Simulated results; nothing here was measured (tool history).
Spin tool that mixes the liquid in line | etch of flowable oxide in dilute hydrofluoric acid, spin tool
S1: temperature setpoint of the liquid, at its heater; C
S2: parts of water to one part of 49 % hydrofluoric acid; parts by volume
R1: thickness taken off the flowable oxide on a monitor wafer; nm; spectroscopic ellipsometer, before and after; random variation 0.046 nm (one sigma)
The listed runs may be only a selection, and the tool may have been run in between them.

Run 1, hour 0.0: S1 25.0 C, S2 140 parts by volume, time under the liquid (s) 50. Result: R1 10.373 nm.
Run 2, hour 4.7: S1 25.0 C, S2 110 parts by volume, time under the liquid (s) 50. Result: R1 13.825 nm.
Run 3, hour 9.5: S1 25.0 C, S2 110 parts by volume, time under the liquid (s) 50. Result: R1 13.866 nm.
Run 4, hour 17.4: S1 25.0 C, S2 75 parts by volume, time under the liquid (s) 50. Result: R1 20.971 nm.
Run 5, hour 23.8: S1 23.0 C, S2 95 parts by volume, time under the liquid (s) 50. Result: R1 14.915 nm.
Run 6, hour 29.1: S1 21.5 C, S2 105 parts by volume, time under the liquid (s) 50. Result: R1 12.570 nm.

Run 7 comes next. What will it give?
Run 7, hour 37.9: S1 20.0 C, S2 110 parts by volume, time under the liquid (s) 50. Result: R1 ?.

Run 7 produced R1 11.215 nm.

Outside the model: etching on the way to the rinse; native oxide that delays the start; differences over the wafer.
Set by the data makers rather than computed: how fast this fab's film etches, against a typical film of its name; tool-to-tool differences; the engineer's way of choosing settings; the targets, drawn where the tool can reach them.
